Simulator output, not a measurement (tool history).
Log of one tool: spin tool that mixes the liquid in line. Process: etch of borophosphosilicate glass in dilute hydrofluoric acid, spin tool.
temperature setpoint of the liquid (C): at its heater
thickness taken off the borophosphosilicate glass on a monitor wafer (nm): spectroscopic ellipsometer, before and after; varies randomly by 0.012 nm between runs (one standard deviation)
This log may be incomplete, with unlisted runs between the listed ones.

run  hour  temperature setpoint of the liquid (C)  parts of water to one part of 49 % hydrofluoric acid (parts by volume)  time under the liquid (s)  thickness taken off the borophosphosilicate glass on a monitor wafer (nm)
  1     0                                      23                                                                     295                         25                                                                     1.8713
  2   4.7                                      23                                                                     220                         25                                                                     2.6965
  3   6.8                                      22                                                                     220                         25                                                                     2.5742
  4  11.4                                    21.5                                                                     220                         25                                                                     2.5736
  5  20.3                                    21.5                                                                     220                         20                                                                     2.0599
  6  22.9                                    21.5                                                                     265                         20                                                                     1.6196
  7  30.7                                      23                                                                     265                         20                                                                     1.7122
  8  39.5                                    25.5                                                                     250                         20                                                                     2.0221

Run 9, settings as shown, results not yet in. Your forecast:
  9  40.7                                      27                                                                     240                         20                                                                          ?

{"run 9": {"thickness taken off the borophosphosilicate glass on a monitor wafer (nm)": 2.2433}}
